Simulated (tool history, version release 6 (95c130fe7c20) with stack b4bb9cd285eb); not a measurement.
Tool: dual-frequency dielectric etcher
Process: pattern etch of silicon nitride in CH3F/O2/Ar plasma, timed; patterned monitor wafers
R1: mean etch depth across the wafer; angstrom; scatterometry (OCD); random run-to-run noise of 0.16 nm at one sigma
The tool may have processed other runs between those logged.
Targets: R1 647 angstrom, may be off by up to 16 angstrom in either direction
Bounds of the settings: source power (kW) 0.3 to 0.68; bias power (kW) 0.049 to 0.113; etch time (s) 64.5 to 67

Run 1, hour 0: source power (kW) 0.49, bias power (kW) 0.081, etch time (s) 64.5. Result: R1 544.08 angstrom.
Run 2, hour 6.2: source power (kW) 0.52, bias power (kW) 0.084, etch time (s) 64.5. Result: R1 567 angstrom.
Run 3, hour 12: source power (kW) 0.52, bias power (kW) 0.084, etch time (s) 67. Result: R1 590.7 angstrom.
Run 4, hour 16.9: source power (kW) 0.52, bias power (kW) 0.084, etch time (s) 64.5. Result: R1 568.63 angstrom.
Run 5, hour 18.3: source power (kW) 0.49, bias power (kW) 0.084, etch time (s) 64.5. Result: R1 549.27 angstrom.
Run 6, hour 21: source power (kW) 0.52, bias power (kW) 0.085, etch time (s) 64.5. Result: R1 570.25 angstrom.
Run 7, hour 29.7: source power (kW) 0.54, bias power (kW) 0.086, etch time (s) 64.5. Result: R1 582.82 angstrom.
Run 8, hour 31: source power (kW) 0.56, bias power (kW) 0.087, etch time (s) 64.5. Result: R1 598.34 angstrom.
Run 9, hour 38.6: source power (kW) 0.57, bias power (kW) 0.088, etch time (s) 64.5. Result: R1 605.58 angstrom.
Run 10, hour 44.6: source power (kW) 0.58, bias power (kW) 0.089, etch time (s) 64.5. Result: R1 607.59 angstrom.

4 next moves are on the table. One of them brings every result within its allowed miss. Which?
Run A, hour 50.6: source power (kW) 0.58, bias power (kW) 0.083, etch time (s) 67. Result: R1 ?.
Run B, hour 50.6: source power (kW) 0.66, bias power (kW) 0.086, etch time (s) 66. Result: R1 ?.
Run C, hour 50.6: source power (kW) 0.58, bias power (kW) 0.081, etch time (s) 65.5. Result: R1 ?.
Run D, hour 50.6: source power (kW) 0.53, bias power (kW) 0.091, etch time (s) 65. Result: R1 ?.

move      R1
   A  619.35
   B  655.61
   C  599.63
   D  598.44
A: gains on the last run, yet a result remains outside its allowed miss
B: hits every target within its allowed miss
C: further off than the last run
D: further off than the last run
Go with B: it meets all targets.

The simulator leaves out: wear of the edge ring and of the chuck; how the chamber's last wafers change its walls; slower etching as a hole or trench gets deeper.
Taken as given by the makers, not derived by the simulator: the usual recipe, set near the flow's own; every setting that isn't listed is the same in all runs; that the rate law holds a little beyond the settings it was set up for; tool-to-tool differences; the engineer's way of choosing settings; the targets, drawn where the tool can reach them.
